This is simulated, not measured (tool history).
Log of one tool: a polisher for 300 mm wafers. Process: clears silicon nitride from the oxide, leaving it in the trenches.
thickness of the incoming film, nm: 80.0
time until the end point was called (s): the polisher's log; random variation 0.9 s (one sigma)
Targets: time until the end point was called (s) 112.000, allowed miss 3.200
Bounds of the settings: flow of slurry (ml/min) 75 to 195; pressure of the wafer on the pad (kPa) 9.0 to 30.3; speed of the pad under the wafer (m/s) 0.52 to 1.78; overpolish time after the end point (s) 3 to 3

| run | hour | flow of slurry (ml/min) | pressure of the wafer on the pad (kPa) | speed of the pad under the wafer (m/s) | overpolish time after the end point (s) | time until the end point was called (s) |
|---|---|---|---|---|---|---|
| 1 | 0.0 | 125 | 19.3 | 1.14 | 3 | 82.331 |
| 2 | 3.8 | 125 | 22.1 | 1.14 | 3 | 71.197 |
| 3 | 6.9 | 120 | 21.4 | 1.14 | 3 | 75.026 |
| 4 | 8.5 | 120 | 21.4 | 1.14 | 3 | 73.761 |
| 5 | 11.2 | 120 | 21.4 | 1.14 | 3 | 75.072 |
| 6 | 15.9 | 115 | 20.7 | 1.14 | 3 | 76.508 |
| 7 | 16.6 | 115 | 20.0 | 1.14 | 3 | 80.995 |
| 8 | 17.5 | 110 | 19.3 | 1.14 | 3 | 84.282 |
| 9 | 24.6 | 110 | 18.6 | 1.14 | 3 | 88.186 |
| 10 | 27.0 | 110 | 18.6 | 1.14 | 3 | 87.320 |
| 11 | 29.7 | 110 | 17.9 | 1.14 | 3 | 90.921 |
| 12 | 33.7 | 110 | 17.9 | 1.14 | 3 | 91.514 |
| 13 | 36.1 | 110 | 17.2 | 1.14 | 3 | 93.714 |
| 14 | 44.8 | 110 | 16.5 | 1.14 | 3 | 98.102 |
| 15 | 49.2 | 90 | 14.5 | 1.14 | 3 | 117.370 |

4 next moves are on the table. One of them brings every result within its allowed miss. Which?
| A | 53.6 | 80 | 13.1 | 1.30 | 3 | ? |
| B | 53.6 | 85 | 13.8 | 1.08 | 3 | ? |
| C | 53.6 | 90 | 12.4 | 1.22 | 3 | ? |
| D | 53.6 | 95 | 15.9 | 1.06 | 3 | ? |

| move | time until the end point was called (s) |
|---|---|
| A | 118.440 |
| B | 129.290 |
| C | 127.530 |
| D | 111.620 |
A: further off than the last run
B: further off than the last run
C: further off than the last run
D: meets every target
The right move is D.
